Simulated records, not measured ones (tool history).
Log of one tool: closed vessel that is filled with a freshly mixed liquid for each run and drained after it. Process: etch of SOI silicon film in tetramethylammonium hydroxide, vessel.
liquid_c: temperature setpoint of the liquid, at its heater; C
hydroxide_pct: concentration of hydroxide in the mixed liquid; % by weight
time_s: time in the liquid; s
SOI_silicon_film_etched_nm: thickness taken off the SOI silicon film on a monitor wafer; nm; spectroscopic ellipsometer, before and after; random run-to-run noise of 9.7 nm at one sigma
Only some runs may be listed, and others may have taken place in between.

run	hour	liquid_c	hydroxide_pct	time_s	SOI_silicon_film_etched_nm
1	0.0	67.0	9.5	100	626.91
2	3.1	65.0	9.5	100	555.42
3	10.8	65.0	9.5	110	615.98
4	13.6	68.0	9.5	110	727.19
5	20.7	68.0	11.5	110	689.22
6	22.9	70.5	11.5	110	794.83
7	28.0	72.5	11.5	110	891.62
8	30.9	73.5	11.5	110	935.04

Run 9 has not been measured yet. What should we expect?
9	35.6	74.5	11.5	110	?

SOI_silicon_film_etched_nm: 980.18 nm
